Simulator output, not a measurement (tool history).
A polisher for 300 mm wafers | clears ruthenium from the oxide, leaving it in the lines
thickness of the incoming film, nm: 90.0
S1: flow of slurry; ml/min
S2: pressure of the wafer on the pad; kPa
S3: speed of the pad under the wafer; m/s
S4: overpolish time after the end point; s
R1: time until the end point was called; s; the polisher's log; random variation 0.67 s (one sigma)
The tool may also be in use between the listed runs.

run,day,S1,S2,S3,S4,R1
1,0,220,18.6,0.96,10,51.3
2,0.029,220,18.6,0.76,10,60.061
3,0.096,220,18.6,0.76,10,62.243
4,0.271,220,19.3,0.78,10,57.231
5,0.362,240,19.3,0.78,10,56.911
6,0.417,240,19.3,0.94,10,50.65
7,0.683,240,20,0.94,10,47.79
8,1.033,240,20.7,0.94,10,47.819
9,1.312,240,21.4,0.96,10,44.523
10,1.596,240,22.1,0.96,10,42.489

The next listed run, before its measurement:
11,1.954,240,24.1,0.98,10,?

{"run 11": {"R1": 38.303}}

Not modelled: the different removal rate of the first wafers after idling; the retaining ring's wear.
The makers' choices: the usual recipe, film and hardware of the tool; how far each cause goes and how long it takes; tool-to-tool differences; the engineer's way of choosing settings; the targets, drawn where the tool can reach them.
